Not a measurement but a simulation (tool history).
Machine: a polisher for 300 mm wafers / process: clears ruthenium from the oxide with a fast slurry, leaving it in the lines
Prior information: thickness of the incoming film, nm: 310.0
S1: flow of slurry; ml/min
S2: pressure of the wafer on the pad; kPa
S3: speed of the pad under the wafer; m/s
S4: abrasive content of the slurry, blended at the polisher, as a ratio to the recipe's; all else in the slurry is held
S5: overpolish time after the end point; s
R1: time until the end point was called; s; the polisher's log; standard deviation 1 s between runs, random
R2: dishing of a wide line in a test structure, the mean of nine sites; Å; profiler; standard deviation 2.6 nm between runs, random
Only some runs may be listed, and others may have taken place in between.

run    day   S1    S2    S3    S4  S5      R1      R2
  1      0  225  18.6  1.12     1  29   77.34  790.99
  2  0.262  225  18.6  1.12  1.15  29  71.616  797.36
  3  0.367  170  18.6  1.12  1.15  29  72.887  831.73
  4  0.558  170  16.5  1.12  1.15  29  79.738  746.41
  5  0.717  170  17.9  1.12  1.15  30  72.237  788.55
  6  0.954  170  18.6  1.12  1.15  31  72.432  853.25
  7  1.104  170  19.3  1.12  1.15  31  71.553  855.78

Predict the results of run 8:
  8  1.367  170  20  1.12  1.15  32   ?   ?

R1: 68.542 s
R2: 922.66 Å
